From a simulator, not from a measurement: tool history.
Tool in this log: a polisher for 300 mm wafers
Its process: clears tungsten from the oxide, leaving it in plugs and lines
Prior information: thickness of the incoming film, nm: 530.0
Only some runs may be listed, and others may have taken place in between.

run  hour  flow of slurry (ml/min)  pressure of the wafer on the pad (psi)  speed of the pad under the wafer (m/s)  abrasive content of the slurry  overpolish time after the end point (s)  time until the end point was called (s)
  1     0                      310                                     4.6                                     1.3                               1                                       25                                   79.565
  2   4.8                      310                                     4.6                                     1.3                               1                                       27                                   77.373
  3   5.5                      310                                     4.6                                     1.3                             0.9                                       27                                   81.751
  4   9.9                      310                                     5.1                                     1.3                             0.9                                       27                                   71.662
  5  18.5                      310                                     5.1                                     1.3                               1                                       27                                   69.574
  6  19.1                      365                                     5.1                                     1.3                               1                                       27                                   69.763
  7  25.3                      365                                     3.8                                    1.26                               1                                       27                                   95.851
  8  27.8                      365                                     3.7                                    1.26                               1                                       27                                   98.936
  9  32.6                      365                                     3.6                                    1.26                               1                                       27                                   100.38

For run 10, what comes out?
 10  33.1                      365                                     3.5                                    1.26                               1                                       27                                        ?

time until the end point was called (s): 102.19
